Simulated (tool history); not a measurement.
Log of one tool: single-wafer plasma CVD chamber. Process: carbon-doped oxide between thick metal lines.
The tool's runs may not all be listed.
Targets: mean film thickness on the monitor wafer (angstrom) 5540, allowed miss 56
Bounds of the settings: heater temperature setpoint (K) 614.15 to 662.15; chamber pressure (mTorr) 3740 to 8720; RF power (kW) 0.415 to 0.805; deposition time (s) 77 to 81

run    day  heater temperature setpoint (K)  chamber pressure (mTorr)  RF power (kW)  deposition time (s)  mean film thickness on the monitor wafer (angstrom)
  1      0                           638.15                      6230           0.61                   81                                               4970.9
  2  0.083                           638.15                      6230           0.64                   81                                               5120.6
  3  0.321                           636.15                      6390           0.64                   81                                               5159.5
  4  0.696                           634.15                      6530           0.64                   81                                               5191.8
  5  0.829                           634.15                      6530           0.64                   77                                               4932.6
  6  1.146                           633.15                      6670           0.65                   77                                               5000.6
  7  1.512                           632.15                      6770           0.66                   77                                               5055.2
  8  1.592                           631.15                      6840           0.67                   77                                               5122.8
  9  1.642                           630.15                      6930          0.675                   77                                               5149.9
 10  1.854                           629.15                      7000           0.68                   77                                               5195.1
 11  1.896                           628.15                      7080          0.685                   77                                               5223.2
 12  2.104                           628.15                      7080          0.685                   77                                               5238.6
 13  2.429                           627.15                      7170           0.69                   77                                               5237.6
 14  2.617                           627.15                      7190          0.695                   77                                               5278.1
 15  2.775                           627.15                      7190          0.695                   77                                               5260.4
 16  2.892                           627.15                      7220            0.7                   77                                               5307.7
 17  2.954                           627.15                      7280          0.705                   77                                               5328.5
 18  3.154                           627.15                      7330           0.71                   77                                                 5355
 19  3.454                           627.15                      7380          0.715                   77                                               5389.2

4 next moves are on the table. One of them brings every result within its allowed miss. Which?
  A  3.754                           633.15                      7270          0.705                   81                                                    ?
  B  3.754                           628.15                      7230           0.72                   77                                                    ?
  C  3.754                           629.15                      7070           0.71                   79                                                    ?
  D  3.754                           629.15                      6540          0.695                   77                                                    ?

move  mean film thickness on the monitor wafer (angstrom)
   A                                               5526.2
   B                                               5374.7
   C                                               5449.8
   D                                               5220.1
A: meets every target
B: further off than the last run
C: nearer than the last run, and not there yet
D: further off than the last run
Move A is the one to make.
